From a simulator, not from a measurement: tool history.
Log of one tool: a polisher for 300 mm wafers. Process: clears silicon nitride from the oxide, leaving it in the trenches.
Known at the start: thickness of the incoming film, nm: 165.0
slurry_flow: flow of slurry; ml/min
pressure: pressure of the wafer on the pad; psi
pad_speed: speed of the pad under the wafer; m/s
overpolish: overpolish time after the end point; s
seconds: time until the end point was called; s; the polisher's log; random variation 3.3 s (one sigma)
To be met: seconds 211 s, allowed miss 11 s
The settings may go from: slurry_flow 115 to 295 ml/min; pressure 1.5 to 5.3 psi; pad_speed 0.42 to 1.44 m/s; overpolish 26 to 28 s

run,hour,slurry_flow,pressure,pad_speed,overpolish,seconds
1,0,190,3.4,0.92,26,131.12
2,4.6,190,3.1,0.92,26,146.84
3,9.4,190,2.9,0.92,26,159.02
4,15.5,190,2.7,0.92,26,162.65
# hour 22.3: worn pad replaced by a new one
5,22.3,190,2.5,0.92,26,156.48
6,30.5,190,2.3,0.88,26,167.31
7,35.4,190,2.1,0.84,26,190.68
8,40,190,2,0.84,26,200.28

4 next moves are on the table. One of them brings every result within its allowed miss. Which?
A,44.6,190,1.6,1.04,26,?
B,44.6,185,1.9,0.82,26,?
C,44.6,205,2,0.9,26,?
D,44.6,205,2.4,0.82,26,?

move,seconds
A,187.48
B,209.84
C,183.61
D,176.14
A: further off than the last run
B: meets every target
C: further off than the last run
D: further off than the last run
The right move is B.
